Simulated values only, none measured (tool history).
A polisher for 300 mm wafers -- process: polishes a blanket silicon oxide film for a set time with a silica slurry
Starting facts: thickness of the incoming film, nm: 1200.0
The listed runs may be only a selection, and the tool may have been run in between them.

run  hour  flow of slurry (ml/min)  pressure of the wafer on the pad (kPa)  speed of the pad under the wafer (m/s)  abrasive content of the slurry  polishing time (s)  film removed (Å)
  1   0.0                      285                                    23.4                                    0.96                             1.0                  17            307.02
  2   7.1                      285                                    28.3                                    0.96                             1.0                  17            365.92
  3  13.4                      285                                    25.5                                    0.90                             1.0                  17            311.77
  4  16.4                      285                                    20.0                                    0.90                             1.0                  17            248.63
  5  24.3                      285                                    18.6                                    0.86                             1.0                  17            222.02
  6  28.4                      285                                    17.2                                    0.84                             1.0                  17            202.43
  7  29.2                      285                                    15.9                                    0.82                             1.0                  17            184.43
     31.6  -- slurry blender recalibrated
  8  31.6                      285                                    15.9                                    0.82                             1.0                  17            251.95

Run 9 comes next. What will it give?
  9  38.4                      265                                    15.2                                    0.76                             0.9                  17                 ?

film removed (Å): 211.41

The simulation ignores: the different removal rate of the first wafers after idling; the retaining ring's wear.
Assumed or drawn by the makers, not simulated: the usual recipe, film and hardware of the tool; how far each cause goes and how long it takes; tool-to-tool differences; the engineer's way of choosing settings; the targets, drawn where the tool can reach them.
